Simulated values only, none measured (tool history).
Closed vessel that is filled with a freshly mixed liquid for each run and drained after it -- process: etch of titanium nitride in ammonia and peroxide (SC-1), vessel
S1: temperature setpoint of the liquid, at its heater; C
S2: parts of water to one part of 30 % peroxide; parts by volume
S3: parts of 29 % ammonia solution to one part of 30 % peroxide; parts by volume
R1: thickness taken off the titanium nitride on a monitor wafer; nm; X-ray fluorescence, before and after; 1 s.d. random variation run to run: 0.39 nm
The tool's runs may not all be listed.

{"run": 1, "day": 0.0, "S1": 54.0, "S2": 15.0, "S3": 0.9, "time in the liquid (s)": 815, "R1": 34.524}
{"run": 2, "day": 0.038, "S1": 55.5, "S2": 15.0, "S3": 0.9, "time in the liquid (s)": 815, "R1": 38.534}
{"run": 3, "day": 0.142, "S1": 55.5, "S2": 12.5, "S3": 0.9, "time in the liquid (s)": 815, "R1": 42.545}
{"run": 4, "day": 0.325, "S1": 55.5, "S2": 16.0, "S3": 0.9, "time in the liquid (s)": 815, "R1": 37.331}
{"run": 5, "day": 0.442, "S1": 55.5, "S2": 16.0, "S3": 0.9, "time in the liquid (s)": 875, "R1": 40.143}
{"run": 6, "day": 0.546, "S1": 56.0, "S2": 16.0, "S3": 0.9, "time in the liquid (s)": 875, "R1": 41.527}

Forecast run 7:
{"day": 0.638, "done": "thermometer replaced"}
{"run": 7, "day": 0.638, "S1": 58.5, "S2": 16.0, "S3": 0.9, "time in the liquid (s)": 875, "R1": "?"}

For run 7 the tool returned R1 53.541 nm.
